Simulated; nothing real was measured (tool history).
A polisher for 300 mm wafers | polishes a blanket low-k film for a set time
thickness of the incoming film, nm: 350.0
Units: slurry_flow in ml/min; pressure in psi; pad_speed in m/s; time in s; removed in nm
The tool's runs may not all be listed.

run	day	slurry_flow	pressure	pad_speed	slurry_solids	time	removed
1	0	280	2.2	0.82	1	30	13.162
2	0.229	280	1.8	0.78	1	30	10.811
3	0.271	280	1.8	0.78	1.15	30	11.596
4	0.467	280	1.5	0.72	1.15	30	9.7314
5	0.504	280	1.3	0.68	1.15	30	8.8582
6	0.762	280	1.2	0.64	1.15	30	8.1062

The next listed run, before its measurement:
7	1.075	280	1.1	0.62	1.15	30	?

Run 7 gave removed 7.5929 nm.
